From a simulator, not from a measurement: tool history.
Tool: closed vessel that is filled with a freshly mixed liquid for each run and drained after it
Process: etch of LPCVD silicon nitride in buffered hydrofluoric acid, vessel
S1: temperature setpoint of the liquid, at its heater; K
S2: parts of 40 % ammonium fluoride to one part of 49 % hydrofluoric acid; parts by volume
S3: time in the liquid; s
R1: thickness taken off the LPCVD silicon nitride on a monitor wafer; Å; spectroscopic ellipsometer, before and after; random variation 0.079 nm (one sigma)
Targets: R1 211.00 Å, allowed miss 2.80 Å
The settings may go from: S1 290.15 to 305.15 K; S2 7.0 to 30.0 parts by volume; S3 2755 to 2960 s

run	day	S1	S2	S3	R1
1	0.000	298.15	19.0	2755	228.05
2	0.150	299.65	19.0	2755	247.49
3	0.421	298.15	19.0	2755	226.50
4	0.633	298.15	22.5	2755	199.33
5	0.867	301.15	22.5	2755	233.91
6	1.033	301.15	22.5	2755	235.66
7	1.125	301.15	22.5	2755	235.20
8	1.338	298.65	22.5	2755	205.55

4 next moves are on the table. One of them brings every result within its allowed miss. Which?
A	1.550	299.15	23.5	2820	?
B	1.550	298.15	24.0	2865	?
C	1.550	299.65	26.5	2815	?
D	1.550	299.15	24.0	2785	?

move	R1
A	209.16
B	198.36
C	197.53
D	203.59
A: meets every target
B: further off than the last run
C: further off than the last run
D: further off than the last run
Answer: A

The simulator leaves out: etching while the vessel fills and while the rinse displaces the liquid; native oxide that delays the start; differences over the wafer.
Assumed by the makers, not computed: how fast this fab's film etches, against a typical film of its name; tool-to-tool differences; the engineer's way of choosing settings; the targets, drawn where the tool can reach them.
